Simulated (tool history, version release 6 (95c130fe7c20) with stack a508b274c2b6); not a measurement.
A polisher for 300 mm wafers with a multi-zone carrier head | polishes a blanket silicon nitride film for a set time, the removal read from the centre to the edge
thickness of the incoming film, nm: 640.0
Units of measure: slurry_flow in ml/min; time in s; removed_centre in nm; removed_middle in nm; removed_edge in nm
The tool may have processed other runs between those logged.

run,hour,slurry_flow,centre_zone,middle_zone,edge_zone,time,removed_centre,removed_middle,removed_edge
1,0,150,1,1,1,61,94.053,106.12,105.49
2,4,135,1,1,1,61,91.343,103.72,103.39
3,11.4,135,1,1.09,1,61,91.558,111.52,102.12
4,14.8,135,1,1.09,1,55,81.409,98.84,93.6
# hour 21.3: centre zone pressure recalibrated
5,21.3,135,1,1.09,1.04,55,93.012,102.53,93.831
6,27.7,135,1,1.09,1.1,55,91.964,100.08,97.747
7,30.4,140,0.99,1.08,1.11,56,92.478,102.25,100.23
8,32.1,145,0.99,1.07,1.12,57,95.646,102.77,101.88

Run 9 has not been measured yet. What should we expect?
9,36.8,145,0.99,1.06,1.13,58,?,?,?

removed_centre: 97.335 nm
removed_middle: 106.64 nm
removed_edge: 103.47 nm
